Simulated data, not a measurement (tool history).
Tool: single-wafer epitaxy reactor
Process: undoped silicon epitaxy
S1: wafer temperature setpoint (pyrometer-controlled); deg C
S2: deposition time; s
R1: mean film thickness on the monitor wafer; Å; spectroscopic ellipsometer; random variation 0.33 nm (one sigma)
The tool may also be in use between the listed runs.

| run | day | S1 | S2 | R1 |
|---|---|---|---|---|
| 1 | 0 | 675 | 455 | 1406.9 |
| 2 | 0.054 | 673 | 455 | 1350.5 |
| 3 | 0.254 | 673 | 480 | 1417.9 |
| 4 | 0.3 | 671 | 480 | 1364.6 |
| 5 | 0.558 | 669 | 480 | 1313.7 |
| 6 | 0.617 | 667 | 480 | 1243.9 |
| 7 | 0.971 | 666 | 480 | 1217.6 |
| 8 | 1.338 | 665 | 480 | 1192.2 |
| 9 | 1.646 | 664 | 480 | 1173.2 |

Run 10 comes next. What will it give?
| 10 | 1.688 | 663 | 480 | ? |

{"run 10": {"R1": 1146.8}}
